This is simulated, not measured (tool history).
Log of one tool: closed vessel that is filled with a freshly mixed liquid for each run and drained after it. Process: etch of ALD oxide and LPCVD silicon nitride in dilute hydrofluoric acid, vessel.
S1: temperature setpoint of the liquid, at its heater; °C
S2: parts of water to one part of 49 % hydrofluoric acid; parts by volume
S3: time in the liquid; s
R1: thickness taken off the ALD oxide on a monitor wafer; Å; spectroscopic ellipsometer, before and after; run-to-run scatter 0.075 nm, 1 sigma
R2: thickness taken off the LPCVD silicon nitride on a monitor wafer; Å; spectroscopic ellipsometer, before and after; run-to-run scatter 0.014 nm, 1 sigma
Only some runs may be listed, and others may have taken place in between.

run 1 hour=0.0 | S1=25.0 S2=155 S3=410 | R1=473.16 R2=13.8260
run 2 hour=3.6 | S1=25.0 S2=185 S3=410 | R1=381.79 R2=11.4660
run 3 hour=11.9 | S1=25.0 S2=185 S3=575 | R1=537.24 R2=16.6960
run 4 hour=17.8 | S1=25.0 S2=185 S3=725 | R1=678.95 R2=20.4100
run 5 hour=23.9 | S1=24.0 S2=210 S3=695 | R1=537.08 R2=16.4210
run 6 hour=32.0 | S1=23.5 S2=230 S3=660 | R1=446.97 R2=14.1810
run 7 hour=35.3 | S1=19.5 S2=285 S3=540 | R1=240.75 R2=7.1412
run 8 hour=41.0 | S1=20.5 S2=285 S3=530 | R1=246.20 R2=7.6077
run 9 hour=46.7 | S1=21.0 S2=285 S3=520 | R1=245.82 R2=7.6572
run 10 hour=49.2 | S1=21.5 S2=285 S3=505 | R1=243.36 R2=7.8372

Run 11 comes next. What will it give?
run 11 hour=51.1 | S1=21.5 S2=285 S3=500 | R1=? R2=?

For run 11 the tool returned R1 241.12 Å, R2 7.5563 Å.
